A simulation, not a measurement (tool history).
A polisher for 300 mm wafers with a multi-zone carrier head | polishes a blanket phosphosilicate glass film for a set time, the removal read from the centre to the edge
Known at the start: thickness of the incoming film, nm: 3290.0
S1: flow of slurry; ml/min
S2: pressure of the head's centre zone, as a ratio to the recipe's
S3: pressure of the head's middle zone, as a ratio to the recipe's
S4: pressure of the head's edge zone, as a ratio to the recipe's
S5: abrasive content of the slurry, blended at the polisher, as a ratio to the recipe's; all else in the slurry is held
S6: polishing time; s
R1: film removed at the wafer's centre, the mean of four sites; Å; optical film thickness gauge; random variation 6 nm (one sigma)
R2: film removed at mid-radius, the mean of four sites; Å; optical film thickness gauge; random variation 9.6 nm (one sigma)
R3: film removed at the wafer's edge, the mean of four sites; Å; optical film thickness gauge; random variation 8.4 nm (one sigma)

| run | hour | S1 | S2 | S3 | S4 | S5 | S6 | R1 | R2 | R3 |
|---|---|---|---|---|---|---|---|---|---|---|
| 1 | 0 | 265 | 1 | 1 | 1 | 1 | 77 | 6637.9 | 6627.6 | 6655.1 |
| 2 | 2.6 | 205 | 1 | 1 | 1 | 1 | 77 | 6442.8 | 6444.6 | 6527.6 |
| 3 | 4.3 | 215 | 1.01 | 1.02 | 1.04 | 1.1 | 77 | 6980.7 | 6849.3 | 7079.5 |
| 4 | 13.1 | 215 | 1.01 | 1.02 | 1.01 | 1.1 | 77 | 7025.3 | 7009.6 | 7041.4 |
| 5 | 21.4 | 215 | 1.01 | 0.95 | 1.01 | 1.1 | 77 | 6974.1 | 6519.5 | 6978.2 |
| 6 | 25.6 | 215 | 1.01 | 0.95 | 1.09 | 1.1 | 77 | 6963.2 | 6517.6 | 7261.1 |
| 7 | 30.6 | 225 | 1.02 | 1 | 1.11 | 1.15 | 77 | 7225.9 | 7223.4 | 7649.1 |
| 8 | 35.5 | 235 | 1.04 | 1.02 | 1.13 | 1.2 | 77 | 7499.8 | 7452.3 | 7783.3 |

The next listed run, before its measurement:
| 9 | 43.2 | 235 | 1.04 | 1.03 | 1.14 | 1.25 | 77 | ? | ? | ? |

R1: 7644.1 Å
R2: 7598.1 Å
R3: 7968.3 Å

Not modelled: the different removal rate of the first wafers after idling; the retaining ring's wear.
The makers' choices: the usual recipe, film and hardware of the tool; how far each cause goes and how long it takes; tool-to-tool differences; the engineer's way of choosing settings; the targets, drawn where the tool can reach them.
